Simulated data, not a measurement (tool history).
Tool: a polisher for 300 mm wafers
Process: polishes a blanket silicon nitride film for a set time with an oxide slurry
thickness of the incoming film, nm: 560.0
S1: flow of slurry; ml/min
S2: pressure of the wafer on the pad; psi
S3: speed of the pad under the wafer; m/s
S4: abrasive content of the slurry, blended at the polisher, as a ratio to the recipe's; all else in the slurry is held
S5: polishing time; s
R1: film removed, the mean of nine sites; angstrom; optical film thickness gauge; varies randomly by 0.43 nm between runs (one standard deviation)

run	day	S1	S2	S3	S4	S5	R1
1	0	240	2.9	0.9	1	42	217.43
2	0.062	240	2.9	0.9	1	42	220
3	0.138	240	3	0.9	1	42	222.86
4	0.2	240	3.5	0.9	1	42	242.45
5	0.475	240	3.6	0.92	1	42	256.92
6	0.833	240	3.2	0.92	1	42	234.65
7	0.921	240	3.3	0.92	1	42	242.2
8	1.088	240	3.3	0.92	1	42	241.17
9	1.225	240	3.4	0.92	1	42	247.78
10	1.308	240	3.5	0.92	1	42	250.81

Estimate the outcome of run 11 from the log above:
11	1.546	240	3.6	0.92	1	42	?

Run 11 came out at R1 251.06 angstrom.
